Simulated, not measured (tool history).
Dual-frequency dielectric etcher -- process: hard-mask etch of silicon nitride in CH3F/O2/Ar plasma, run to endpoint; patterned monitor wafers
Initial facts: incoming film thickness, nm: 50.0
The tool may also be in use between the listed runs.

run 1 hour=0 | source_power_(kW)=0.54 bias_power_(kW)=0.063 | endpoint_time_(s)=63.181
run 2 hour=3 | source_power_(kW)=0.63 bias_power_(kW)=0.063 | endpoint_time_(s)=60.044
run 3 hour=8.1 | source_power_(kW)=0.61 bias_power_(kW)=0.063 | endpoint_time_(s)=61.098
run 4 hour=15.6 | source_power_(kW)=0.61 bias_power_(kW)=0.072 | endpoint_time_(s)=58.345
run 5 hour=24.2 | source_power_(kW)=0.68 bias_power_(kW)=0.072 | endpoint_time_(s)=55.985
run 6 hour=29.6 | source_power_(kW)=0.65 bias_power_(kW)=0.072 | endpoint_time_(s)=56.994
run 7 hour=37.5 | source_power_(kW)=0.63 bias_power_(kW)=0.072 | endpoint_time_(s)=57.603
run 8 hour=42.9 | source_power_(kW)=0.61 bias_power_(kW)=0.072 | endpoint_time_(s)=58.072

Run 9 comes next. What will it give?
-- hour=51.6 source power generator calibrated
run 9 hour=51.6 | source_power_(kW)=0.59 bias_power_(kW)=0.072 | endpoint_time_(s)=?

{"run 9": {"endpoint time (s)": 58.367}}
